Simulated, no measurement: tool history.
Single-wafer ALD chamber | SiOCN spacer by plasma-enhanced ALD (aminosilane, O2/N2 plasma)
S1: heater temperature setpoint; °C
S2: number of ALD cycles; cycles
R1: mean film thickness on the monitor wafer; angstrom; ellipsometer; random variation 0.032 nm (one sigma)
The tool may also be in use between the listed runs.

run	hour	S1	S2	R1
1	0	410	111	58.088
2	8.8	408	114	59.732
3	17	402	114	61.016
4	20.5	402	119	63.126
5	23.1	402	131	69.72
6	31.1	393	131	69.868

The next listed run, before its measurement:
7	36.3	393	130	?

R1: 69.711 angstrom

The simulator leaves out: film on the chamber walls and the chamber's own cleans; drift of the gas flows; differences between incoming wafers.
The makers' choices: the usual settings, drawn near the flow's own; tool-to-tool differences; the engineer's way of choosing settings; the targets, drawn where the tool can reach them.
